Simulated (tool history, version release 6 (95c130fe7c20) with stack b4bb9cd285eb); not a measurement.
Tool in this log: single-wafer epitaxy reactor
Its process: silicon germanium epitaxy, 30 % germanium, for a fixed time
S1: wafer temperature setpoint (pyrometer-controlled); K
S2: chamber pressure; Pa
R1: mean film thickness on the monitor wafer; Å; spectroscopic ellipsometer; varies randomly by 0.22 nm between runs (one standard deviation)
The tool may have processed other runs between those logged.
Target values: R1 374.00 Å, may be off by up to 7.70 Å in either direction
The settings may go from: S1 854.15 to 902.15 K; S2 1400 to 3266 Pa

| run | day | S1 | S2 | R1 |
|---|---|---|---|---|
| 1 | 0.000 | 878.15 | 2333 | 619.78 |
| 2 | 0.075 | 875.15 | 2280 | 582.69 |
| 3 | 0.204 | 872.15 | 2226 | 532.75 |
| 4 | 0.283 | 880.15 | 2226 | 631.37 |
| 5 | 0.650 | 877.15 | 2213 | 598.38 |
| 6 | 0.954 | 874.15 | 2200 | 557.52 |
| 7 | 1.292 | 872.15 | 2200 | 535.80 |
| 8 | 1.496 | 870.15 | 2200 | 516.27 |
| 9 | 1.867 | 858.15 | 1973 | 378.26 |

Next run, 4 choices. One meets every target within its allowed miss, the rest don't. Which?
| A | 2.238 | 855.15 | 1960 | ? |
| B | 2.238 | 857.15 | 2133 | ? |
| C | 2.238 | 858.15 | 2066 | ? |
| D | 2.238 | 854.15 | 2280 | ? |

| move | R1 |
|---|---|
| A | 354.64 |
| B | 384.23 |
| C | 386.97 |
| D | 371.18 |
A: moves the result that the last run missed by most past its target, out the other side
B: further off than the last run
C: further off than the last run
D: every result lands within tolerance
The right move is D.
